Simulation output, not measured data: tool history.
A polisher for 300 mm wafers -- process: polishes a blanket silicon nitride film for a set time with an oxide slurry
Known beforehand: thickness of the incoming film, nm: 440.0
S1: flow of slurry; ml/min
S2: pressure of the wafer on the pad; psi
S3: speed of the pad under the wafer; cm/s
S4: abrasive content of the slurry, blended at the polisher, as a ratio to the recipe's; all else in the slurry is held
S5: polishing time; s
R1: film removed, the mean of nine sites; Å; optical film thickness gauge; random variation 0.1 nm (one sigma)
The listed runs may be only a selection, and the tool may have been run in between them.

run,hour,S1,S2,S3,S4,S5,R1
1,0,300,2.5,132,1,28,179.72
2,7.3,300,2,122,1,28,137.58
3,15.9,325,2,122,1,28,134.65
4,21.6,325,1.7,118,1,28,111.62
5,23.7,325,1.7,144,1,28,135.69
6,31.8,325,1.5,134,1,28,111.86
7,34.8,325,1.4,130,1,28,103.05

What does the tool deliver on the next run?
8,35.9,325,1.3,128,1,28,?

Run 8 gave R1 93.326 Å.
